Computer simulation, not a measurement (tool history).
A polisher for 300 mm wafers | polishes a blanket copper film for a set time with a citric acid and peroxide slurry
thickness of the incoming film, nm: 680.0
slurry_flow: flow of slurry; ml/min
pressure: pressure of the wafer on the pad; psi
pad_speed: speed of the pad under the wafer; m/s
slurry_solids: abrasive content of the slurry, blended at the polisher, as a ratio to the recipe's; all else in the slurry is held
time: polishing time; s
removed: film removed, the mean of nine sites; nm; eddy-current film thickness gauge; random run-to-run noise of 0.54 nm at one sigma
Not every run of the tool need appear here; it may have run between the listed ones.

run 1 hour=0 | slurry_flow=150 pressure=4 pad_speed=1.18 slurry_solids=1 time=39 | removed=127.69
run 2 hour=3.1 | slurry_flow=170 pressure=4 pad_speed=1.18 slurry_solids=1 time=39 | removed=126.02
run 3 hour=10.1 | slurry_flow=170 pressure=3.6 pad_speed=1.08 slurry_solids=1 time=39 | removed=108.92
run 4 hour=17.1 | slurry_flow=170 pressure=3.3 pad_speed=0.98 slurry_solids=1 time=39 | removed=91.962
run 5 hour=21.1 | slurry_flow=170 pressure=3.3 pad_speed=0.98 slurry_solids=1.2 time=39 | removed=95.295
run 6 hour=30.1 | slurry_flow=150 pressure=3.3 pad_speed=0.98 slurry_solids=1.2 time=39 | removed=92.382
run 7 hour=38.6 | slurry_flow=150 pressure=3 pad_speed=0.92 slurry_solids=1.2 time=39 | removed=79.884
run 8 hour=40.9 | slurry_flow=145 pressure=2.8 pad_speed=0.9 slurry_solids=1.2 time=39 | removed=76.298
run 9 hour=42.9 | slurry_flow=145 pressure=2.6 pad_speed=0.86 slurry_solids=1.2 time=39 | removed=68.695
run 10 hour=44.9 | slurry_flow=140 pressure=2.4 pad_speed=0.84 slurry_solids=1.2 time=39 | removed=62.569

For run 11, what comes out?
run 11 hour=47.4 | slurry_flow=135 pressure=2.3 pad_speed=0.82 slurry_solids=1.2 time=39 | removed=?

Logged for run 11: removed 59.672 nm.
